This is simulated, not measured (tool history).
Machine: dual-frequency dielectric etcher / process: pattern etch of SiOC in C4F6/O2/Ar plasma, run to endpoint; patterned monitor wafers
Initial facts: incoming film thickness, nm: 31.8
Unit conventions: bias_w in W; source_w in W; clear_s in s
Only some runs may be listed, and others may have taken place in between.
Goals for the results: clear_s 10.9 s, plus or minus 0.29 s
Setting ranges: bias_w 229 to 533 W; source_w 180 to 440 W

| run | hour | bias_w | source_w | clear_s |
|---|---|---|---|---|
| 1 | 0 | 381 | 310 | 12.41 |
| 2 | 8 | 417 | 310 | 12.163 |
| 3 | 10 | 438 | 330 | 11.686 |
| 4 | 14.3 | 455 | 340 | 11.799 |
| 5 | 18.5 | 420 | 340 | 12.013 |
| 6 | 21.8 | 392 | 340 | 12.336 |
| 7 | 23.7 | 432 | 350 | 11.785 |
| 8 | 29.6 | 456 | 360 | 11.407 |

Pick the move, out of 4, that brings all results within their allowed miss; only one does.
| A | 35.5 | 394 | 340 | ? |
| B | 35.5 | 463 | 440 | ? |
| C | 35.5 | 442 | 360 | ? |
| D | 35.5 | 417 | 350 | ? |

| move | clear_s |
|---|---|
| A | 12.237 |
| B | 10.977 |
| C | 11.662 |
| D | 11.95 |
A: moves away from the targets compared with the last run
B: all results land within tolerance of their targets
C: moves away from the targets compared with the last run
D: moves away from the targets compared with the last run
Correct choice: B, which meets every target
